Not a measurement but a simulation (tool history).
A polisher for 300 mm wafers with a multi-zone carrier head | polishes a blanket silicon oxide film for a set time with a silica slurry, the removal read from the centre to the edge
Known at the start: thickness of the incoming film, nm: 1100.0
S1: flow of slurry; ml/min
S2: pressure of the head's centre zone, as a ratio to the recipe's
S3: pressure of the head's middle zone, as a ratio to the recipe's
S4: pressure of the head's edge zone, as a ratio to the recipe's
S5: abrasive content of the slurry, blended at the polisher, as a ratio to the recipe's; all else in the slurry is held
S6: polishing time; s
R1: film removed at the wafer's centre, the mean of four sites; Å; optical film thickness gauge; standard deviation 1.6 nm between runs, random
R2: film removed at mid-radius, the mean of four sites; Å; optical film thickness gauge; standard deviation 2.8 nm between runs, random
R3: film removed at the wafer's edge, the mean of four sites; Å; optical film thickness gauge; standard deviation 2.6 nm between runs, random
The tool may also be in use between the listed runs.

| run | day | S1 | S2 | S3 | S4 | S5 | S6 | R1 | R2 | R3 |
|---|---|---|---|---|---|---|---|---|---|---|
| 1 | 0.000 | 185 | 1.00 | 1.00 | 1.00 | 1.00 | 78 | 2711.5 | 2592.7 | 2718.2 |
| 2 | 0.054 | 185 | 1.00 | 1.00 | 1.05 | 1.00 | 78 | 2692.4 | 2620.1 | 2770.8 |
| 3 | 0.338 | 185 | 1.00 | 1.00 | 1.05 | 1.00 | 62 | 2104.2 | 2090.5 | 2123.2 |
| 4 | 0.533 | 180 | 0.99 | 1.01 | 1.04 | 1.00 | 62 | 2124.5 | 2084.7 | 2173.1 |
| 5 | 0.592 | 190 | 0.98 | 1.02 | 1.04 | 0.95 | 62 | 2063.7 | 2048.5 | 2111.1 |
| 6 | 0.879 | 190 | 0.98 | 1.02 | 1.04 | 0.95 | 79 | 2660.5 | 2650.4 | 2670.2 |
| 7 | 0.933 | 185 | 0.95 | 1.02 | 1.04 | 0.85 | 79 | 2456.6 | 2453.2 | 2577.0 |

Forecast run 8:
| 8 | 1.004 | 175 | 0.86 | 1.12 | 0.94 | 0.60 | 75 | ? | ? | ? |

R1: 1823.8 Å
R2: 2127.1 Å
R3: 1895.5 Å

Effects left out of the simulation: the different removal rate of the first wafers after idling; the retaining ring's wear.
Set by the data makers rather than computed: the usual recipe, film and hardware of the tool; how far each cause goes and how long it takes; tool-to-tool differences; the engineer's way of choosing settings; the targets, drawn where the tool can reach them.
